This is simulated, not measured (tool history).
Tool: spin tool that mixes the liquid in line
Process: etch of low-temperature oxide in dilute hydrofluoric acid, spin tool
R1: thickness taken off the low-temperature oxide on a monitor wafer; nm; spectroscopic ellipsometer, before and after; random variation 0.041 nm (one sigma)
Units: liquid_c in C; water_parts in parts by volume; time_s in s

Run 1, day 0.000: liquid_c 21.0 C, water_parts 285 parts by volume, time_s 45 s. Result: R1 2.5176 nm.
Run 2, day 0.242: liquid_c 22.0 C, water_parts 275 parts by volume, time_s 45 s. Result: R1 2.7671 nm.
Run 3, day 0.471: liquid_c 23.0 C, water_parts 270 parts by volume, time_s 45 s. Result: R1 2.9247 nm.
Run 4, day 0.529: liquid_c 23.0 C, water_parts 235 parts by volume, time_s 45 s. Result: R1 3.4308 nm.
Run 5, day 0.625: liquid_c 23.5 C, water_parts 235 parts by volume, time_s 45 s. Result: R1 3.5603 nm.
At day 0.838: thermometer replaced.
Run 6, day 0.838: liquid_c 23.5 C, water_parts 235 parts by volume, time_s 45 s. Result: R1 3.2278 nm.
Run 7, day 0.975: liquid_c 24.0 C, water_parts 225 parts by volume, time_s 45 s. Result: R1 3.4622 nm.
Run 8, day 1.150: liquid_c 24.5 C, water_parts 220 parts by volume, time_s 45 s. Result: R1 3.6351 nm.
Run 9, day 1.192: liquid_c 25.0 C, water_parts 215 parts by volume, time_s 45 s. Result: R1 3.8377 nm.
Run 10, day 1.400: liquid_c 25.5 C, water_parts 215 parts by volume, time_s 45 s. Result: R1 3.9128 nm.
Run 11, day 1.458: liquid_c 26.0 C, water_parts 215 parts by volume, time_s 45 s. Result: R1 3.9342 nm.
Run 12, day 1.558: liquid_c 26.5 C, water_parts 215 parts by volume, time_s 45 s. Result: R1 4.0604 nm.

Forecast run 13:
Run 13, day 1.608: liquid_c 26.5 C, water_parts 215 parts by volume, time_s 45 s. Result: R1 ?.

R1: 4.0775 nm
